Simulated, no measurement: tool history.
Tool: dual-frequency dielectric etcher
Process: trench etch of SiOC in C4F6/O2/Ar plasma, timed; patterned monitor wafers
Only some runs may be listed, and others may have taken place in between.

run,day,source power (kW),bias power (kW),etch time (s),mean etch depth across the wafer (Å)
1,0.000,0.460,0.150,15.0,301.38
2,0.167,0.440,0.148,15.0,290.73
3,0.379,0.420,0.147,15.0,288.32
4,0.604,0.400,0.146,15.0,282.66
5,0.942,0.400,0.146,15.0,281.19
6,1.112,0.470,0.146,15.0,301.14
7,1.379,0.450,0.145,15.0,293.17

Forecast run 8:
8,1.746,0.350,0.137,15.0,?

{"run 8": {"mean etch depth across the wafer (Å)": 262.37}}
